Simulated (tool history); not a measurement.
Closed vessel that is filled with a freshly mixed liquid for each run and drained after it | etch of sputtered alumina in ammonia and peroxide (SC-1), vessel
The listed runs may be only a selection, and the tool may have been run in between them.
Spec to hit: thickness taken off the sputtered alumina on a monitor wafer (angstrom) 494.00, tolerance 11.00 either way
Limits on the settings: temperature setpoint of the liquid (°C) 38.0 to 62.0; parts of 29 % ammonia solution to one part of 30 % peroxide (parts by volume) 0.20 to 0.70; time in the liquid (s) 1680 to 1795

run  hour  temperature setpoint of the liquid (°C)  parts of 29 % ammonia solution to one part of 30 % peroxide (parts by volume)  time in the liquid (s)  thickness taken off the sputtered alumina on a monitor wafer (angstrom)
  1   0.0                                     46.0                                                                           0.40                    1680                                                                   641.83
  2   7.9                                     46.0                                                                           0.35                    1680                                                                   634.44
  3  11.9                                     43.5                                                                           0.35                    1680                                                                   554.14
  4  14.3                                     43.0                                                                           0.35                    1680                                                                   536.49
  5  18.3                                     43.0                                                                           0.35                    1680                                                                   536.72
  6  19.3                                     43.0                                                                           0.45                    1680                                                                   548.22
  7  27.8                                     42.5                                                                           0.45                    1680                                                                   534.59
  8  36.4                                     42.5                                                                           0.45                    1680                                                                   533.16
  9  38.8                                     42.0                                                                           0.45                    1680                                                                   516.04

Consider the 4 candidate settings below. Which is the only one whose results all fall within their allowed miss of target?
  A  41.2                                     40.0                                                                           0.40                    1760                                                                        ?
  B  41.2                                     42.0                                                                           0.40                    1750                                                                        ?
  C  41.2                                     40.0                                                                           0.50                    1790                                                                        ?
  D  41.2                                     41.5                                                                           0.30                    1795                                                                        ?

move  thickness taken off the sputtered alumina on a monitor wafer (angstrom)
   A                                                                   478.12
   B                                                                   534.55
   C                                                                   496.78
   D                                                                   518.06
A: the result that was furthest off in the last run now lies on the other side of its target
B: further off than the last run
C: each result inside its tolerance
D: further off than the last run
C meets every target.
